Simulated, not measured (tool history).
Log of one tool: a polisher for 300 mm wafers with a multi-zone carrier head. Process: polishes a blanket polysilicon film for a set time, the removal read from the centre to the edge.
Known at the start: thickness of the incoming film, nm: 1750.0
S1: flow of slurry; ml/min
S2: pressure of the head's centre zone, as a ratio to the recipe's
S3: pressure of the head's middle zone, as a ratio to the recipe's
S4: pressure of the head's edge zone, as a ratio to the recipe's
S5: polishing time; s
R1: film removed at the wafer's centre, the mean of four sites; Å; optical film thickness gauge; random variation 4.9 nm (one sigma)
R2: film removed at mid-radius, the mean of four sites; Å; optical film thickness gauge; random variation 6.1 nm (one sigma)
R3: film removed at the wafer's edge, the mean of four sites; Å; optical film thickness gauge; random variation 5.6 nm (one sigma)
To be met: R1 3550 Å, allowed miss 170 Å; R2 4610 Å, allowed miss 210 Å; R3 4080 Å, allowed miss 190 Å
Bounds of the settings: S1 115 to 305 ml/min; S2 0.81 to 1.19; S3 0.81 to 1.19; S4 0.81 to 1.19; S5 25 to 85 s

Run 1, hour 0: S1 195 ml/min, S2 1, S3 1, S4 1, S5 55 s. Result: R1 3010.2 Å, R2 3165.7 Å, R3 3026.6 Å.
Run 2, hour 1.4: S1 195 ml/min, S2 0.93, S3 1, S4 1, S5 55 s. Result: R1 2837.8 Å, R2 3129.7 Å, R3 3066.1 Å.
Run 3, hour 6.4: S1 200 ml/min, S2 0.92, S3 1.05, S4 1.02, S5 59 s. Result: R1 3054.5 Å, R2 3521.4 Å, R3 3368.2 Å.
Run 4, hour 13.9: S1 210 ml/min, S2 0.91, S3 1.09, S4 1.03, S5 61 s. Result: R1 3110 Å, R2 3746.5 Å, R3 3436.1 Å.
Run 5, hour 17.6: S1 210 ml/min, S2 0.98, S3 1.09, S4 1.03, S5 61 s. Result: R1 3335.9 Å, R2 3754.7 Å, R3 3469.5 Å.
Run 6, hour 23.1: S1 230 ml/min, S2 0.98, S3 1.09, S4 1.03, S5 61 s. Result: R1 3373.6 Å, R2 3697 Å, R3 3521.9 Å.
Run 7, hour 27.1: S1 230 ml/min, S2 0.98, S3 1.09, S4 1.03, S5 61 s. Result: R1 3296.8 Å, R2 3863.8 Å, R3 3488.1 Å.
Run 8, hour 28.4: S1 240 ml/min, S2 0.97, S3 1.11, S4 1.05, S5 63 s. Result: R1 3543.6 Å, R2 3986.4 Å, R3 3645.5 Å.
Run 9, hour 35.9: S1 235 ml/min, S2 0.94, S3 1.13, S4 1.05, S5 65 s. Result: R1 3481.5 Å, R2 4139.7 Å, R3 3789 Å.
Run 10, hour 37.2: S1 235 ml/min, S2 0.93, S3 1.15, S4 1.05, S5 66 s. Result: R1 3485.9 Å, R2 4391.3 Å, R3 3881.2 Å.
Run 11, hour 44: S1 235 ml/min, S2 0.92, S3 1.16, S4 1.06, S5 67 s. Result: R1 3541.3 Å, R2 4334.3 Å, R3 3871.4 Å.

Which of these 5 next moves meets every target?
Run A, hour 50.8: S1 305 ml/min, S2 0.96, S3 1.14, S4 1.08, S5 62 s. Result: R1 ?, R2 ?, R3 ?.
Run B, hour 50.8: S1 165 ml/min, S2 1.02, S3 1.19, S4 0.84, S5 68 s. Result: R1 ?, R2 ?, R3 ?.
Run C, hour 50.8: S1 220 ml/min, S2 0.92, S3 1.19, S4 1.14, S5 69 s. Result: R1 ?, R2 ?, R3 ?.
Run D, hour 50.8: S1 220 ml/min, S2 1.03, S3 1.19, S4 1, S5 63 s. Result: R1 ?, R2 ?, R3 ?.
Run E, hour 50.8: S1 245 ml/min, S2 1.01, S3 1.19, S4 0.83, S5 63 s. Result: R1 ?, R2 ?, R3 ?.

move      R1      R2      R3
   A  3536.6  4127.2  3753.4
   B  3848.2    4415  3539.6
   C  3645.4  4623.5  4180.4
   D  3729.7  4219.8  3602.4
   E  3700.7  4266.5  3367.2
A: further off than the last run
B: brings the result that was furthest off to its target, and leaves another outside
C: meets every target
D: further off than the last run
E: further off than the last run
Move C is the one to make.

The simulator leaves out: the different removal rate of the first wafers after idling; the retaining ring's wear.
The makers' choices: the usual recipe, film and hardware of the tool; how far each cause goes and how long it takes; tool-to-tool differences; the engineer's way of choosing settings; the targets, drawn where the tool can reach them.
